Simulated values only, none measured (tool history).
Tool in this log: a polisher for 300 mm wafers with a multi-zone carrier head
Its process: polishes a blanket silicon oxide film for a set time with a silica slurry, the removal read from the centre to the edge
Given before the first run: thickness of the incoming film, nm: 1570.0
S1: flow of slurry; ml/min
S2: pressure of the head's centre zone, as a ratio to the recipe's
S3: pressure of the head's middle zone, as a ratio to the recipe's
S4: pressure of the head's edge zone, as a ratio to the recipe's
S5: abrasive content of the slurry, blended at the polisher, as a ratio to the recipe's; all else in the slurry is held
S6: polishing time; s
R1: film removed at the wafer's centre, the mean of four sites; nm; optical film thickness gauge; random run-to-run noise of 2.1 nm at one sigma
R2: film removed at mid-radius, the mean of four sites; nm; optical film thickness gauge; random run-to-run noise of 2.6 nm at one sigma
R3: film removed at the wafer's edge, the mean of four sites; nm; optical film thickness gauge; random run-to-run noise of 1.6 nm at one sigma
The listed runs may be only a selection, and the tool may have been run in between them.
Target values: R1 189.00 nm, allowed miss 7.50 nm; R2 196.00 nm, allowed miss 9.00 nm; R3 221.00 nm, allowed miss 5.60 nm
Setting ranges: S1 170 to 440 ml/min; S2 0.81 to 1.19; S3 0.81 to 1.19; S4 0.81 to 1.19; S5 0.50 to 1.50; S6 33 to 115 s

run 1 hour=0.0 | S1=280 S2=1.00 S3=1.00 S4=1.00 S5=1.00 S6=73 | R1=311.39 R2=314.48 R3=317.60
run 2 hour=4.6 | S1=280 S2=1.00 S3=1.00 S4=1.00 S5=1.10 S6=73 | R1=322.43 R2=331.77 R3=329.82
run 3 hour=10.2 | S1=270 S2=0.95 S3=0.96 S4=0.97 S5=0.90 S6=71 | R1=265.39 R2=275.94 R3=286.54
run 4 hour=17.8 | S1=270 S2=0.95 S3=0.96 S4=0.92 S5=0.90 S6=71 | R1=270.78 R2=279.73 R3=279.84
run 5 hour=23.2 | S1=260 S2=0.91 S3=0.92 S4=0.90 S5=0.75 S6=71 | R1=233.27 R2=239.37 R3=244.79
run 6 hour=28.0 | S1=245 S2=0.88 S3=0.89 S4=0.90 S5=0.70 S6=71 | R1=210.58 R2=222.53 R3=231.13
run 7 hour=36.8 | S1=245 S2=0.88 S3=0.89 S4=0.90 S5=0.70 S6=71 | R1=207.36 R2=220.59 R3=228.86
run 8 hour=38.9 | S1=230 S2=0.88 S3=0.86 S4=0.91 S5=0.70 S6=71 | R1=207.69 R2=211.51 R3=231.24
run 9 hour=40.9 | S1=220 S2=0.86 S3=0.85 S4=0.90 S5=0.70 S6=71 | R1=202.85 R2=213.09 R3=232.42
run 10 hour=46.9 | S1=220 S2=0.85 S3=0.84 S4=0.90 S5=0.70 S6=71 | R1=198.73 R2=208.42 R3=230.10
run 11 hour=50.3 | S1=215 S2=0.85 S3=0.83 S4=0.90 S5=0.70 S6=71 | R1=202.10 R2=202.57 R3=229.56
run 12 hour=52.6 | S1=215 S2=0.84 S3=0.83 S4=0.89 S5=0.70 S6=71 | R1=196.42 R2=204.29 R3=230.89
run 13 hour=58.8 | S1=215 S2=0.84 S3=0.82 S4=0.88 S5=0.70 S6=71 | R1=196.68 R2=204.52 R3=226.31
run 14 hour=61.4 | S1=210 S2=0.84 S3=0.82 S4=0.88 S5=0.70 S6=71 | R1=195.58 R2=198.93 R3=231.33
run 15 hour=63.4 | S1=215 S2=0.84 S3=0.82 S4=0.88 S5=0.70 S6=71 | R1=196.22 R2=206.03 R3=224.96
run 16 hour=68.1 | S1=205 S2=0.84 S3=0.82 S4=0.88 S5=0.70 S6=71 | R1=196.50 R2=204.34 R3=224.76
run 17 hour=76.9 | S1=185 S2=0.83 S3=0.81 S4=0.90 S5=0.65 S6=71 | R1=182.54 R2=187.29 R3=214.83

Which of these 5 next moves meets every target?
run A hour=85.7 | S1=170 S2=0.82 S3=0.81 S4=1.01 S5=0.65 S6=69 | R1=? R2=? R3=?
run B hour=85.7 | S1=175 S2=0.86 S3=0.86 S4=0.84 S5=0.55 S6=80 | R1=? R2=? R3=?
run C hour=85.7 | S1=185 S2=0.90 S3=0.85 S4=0.87 S5=0.60 S6=73 | R1=? R2=? R3=?
run D hour=85.7 | S1=225 S2=0.88 S3=0.81 S4=1.00 S5=0.70 S6=61 | R1=? R2=? R3=?
run E hour=85.7 | S1=170 S2=0.86 S3=0.85 S4=0.94 S5=0.75 S6=65 | R1=? R2=? R3=?

move=A R1=172.19 R2=179.04 R3=218.70
move=B R1=183.04 R2=190.38 R3=202.96
move=C R1=189.63 R2=186.42 R3=203.62
move=D R1=178.23 R2=171.95 R3=207.64
move=E R1=188.89 R2=194.63 R3=220.77
A: meets the target for the result that was furthest off, but another lies outside its allowed miss
B: the biggest miss grows against the last run
C: the biggest miss grows against the last run
D: the biggest miss grows against the last run
E: every result lands within tolerance
So the answer is move E, the one that meets all the targets.

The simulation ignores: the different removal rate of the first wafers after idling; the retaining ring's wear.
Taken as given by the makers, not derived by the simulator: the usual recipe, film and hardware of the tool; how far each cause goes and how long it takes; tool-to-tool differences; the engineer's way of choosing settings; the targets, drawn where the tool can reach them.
